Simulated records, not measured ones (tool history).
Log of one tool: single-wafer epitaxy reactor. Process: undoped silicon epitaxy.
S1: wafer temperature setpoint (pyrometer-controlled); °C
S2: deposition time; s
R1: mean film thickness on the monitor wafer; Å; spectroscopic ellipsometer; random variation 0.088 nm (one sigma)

| run | hour | S1 | S2 | R1 |
|---|---|---|---|---|
| 1 | 0 | 635 | 461 | 559.52 |
| 2 | 2.5 | 632 | 460 | 519.85 |
| 3 | 9.6 | 629 | 459 | 480.53 |
| 4 | 10.9 | 638 | 459 | 603.21 |
| 5 | 19.3 | 634 | 458 | 541.35 |
| 6 | 28 | 642 | 458 | 662.01 |
| 7 | 31.9 | 637 | 457 | 584.32 |
| 8 | 35.7 | 633 | 456 | 527.31 |

Forecast run 9:
| 9 | 41 | 630 | 455 | ? |

R1: 488.3 Å
